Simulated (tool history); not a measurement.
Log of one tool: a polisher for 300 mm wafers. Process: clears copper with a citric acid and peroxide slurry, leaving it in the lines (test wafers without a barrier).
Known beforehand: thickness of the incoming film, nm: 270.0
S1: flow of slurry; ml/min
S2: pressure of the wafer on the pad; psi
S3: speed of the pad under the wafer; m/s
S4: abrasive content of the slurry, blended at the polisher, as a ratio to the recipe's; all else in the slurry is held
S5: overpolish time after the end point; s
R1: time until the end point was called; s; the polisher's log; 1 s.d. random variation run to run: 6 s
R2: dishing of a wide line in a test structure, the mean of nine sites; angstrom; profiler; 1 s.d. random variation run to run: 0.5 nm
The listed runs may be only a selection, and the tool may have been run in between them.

run,hour,S1,S2,S3,S4,S5,R1,R2
1,0.0,150,2.4,0.96,1.0,27,194.08,287.93
2,5.1,150,2.4,0.96,1.0,18,186.13,209.12
3,11.6,170,2.4,0.96,1.0,18,190.17,220.81
4,19.3,175,2.3,0.96,1.0,20,188.71,230.17
5,25.0,175,1.8,0.96,1.0,20,250.09,178.78
6,30.6,175,1.8,0.96,1.0,25,242.27,228.41

The next listed run, before its measurement:
7,33.1,165,1.2,0.92,1.0,38,?,?

{"run 7": {"R1": 384.5, "R2": 215.08}}
